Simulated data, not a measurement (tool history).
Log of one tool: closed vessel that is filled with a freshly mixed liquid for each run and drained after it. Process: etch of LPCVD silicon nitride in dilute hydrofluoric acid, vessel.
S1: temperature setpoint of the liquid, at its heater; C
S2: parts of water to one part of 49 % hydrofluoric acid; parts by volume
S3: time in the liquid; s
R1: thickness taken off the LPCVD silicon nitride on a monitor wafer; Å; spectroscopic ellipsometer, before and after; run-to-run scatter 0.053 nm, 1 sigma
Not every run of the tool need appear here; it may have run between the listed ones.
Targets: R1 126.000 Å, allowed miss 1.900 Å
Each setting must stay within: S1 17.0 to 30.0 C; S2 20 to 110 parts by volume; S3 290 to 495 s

run	hour	S1	S2	S3	R1
1	0.0	22.0	60	495	34.718
2	2.8	22.0	60	290	20.383
3	4.8	24.5	50	350	34.801
4	7.5	24.5	70	350	24.925
5	17.1	26.0	55	395	39.584
6	21.9	23.0	55	395	32.389
7	26.9	25.0	45	425	48.103
8	34.6	26.5	35	435	70.547
9	39.4	27.5	30	435	86.635
10	47.5	28.0	30	435	89.516
11	53.9	28.5	30	435	93.276
12	62.6	29.0	30	435	95.880
13	72.2	29.5	30	435	99.517
14	79.1	30.0	25	435	122.320
15	87.3	30.0	25	495	137.780
16	90.6	29.5	25	495	134.680
17	96.6	29.0	25	495	130.050

Of the 5 settings listed for the next run, only one would bring every result within its allowed miss of target. Which one?
A	102.6	30.0	25	430	?
B	102.6	27.0	20	440	?
C	102.6	30.0	20	375	?
D	102.6	29.0	20	375	?
E	102.6	25.5	20	465	?

move	R1
A	120.380
B	125.100
C	130.120
D	121.820
E	119.480
A: moves the result that the last run missed by most past its target, out the other side
B: all results in spec
C: just as far off the targets as the last run
D: moves the result that the last run missed by most past its target, out the other side
E: moves the result that the last run missed by most past its target, out the other side
The move that meets every target is B.
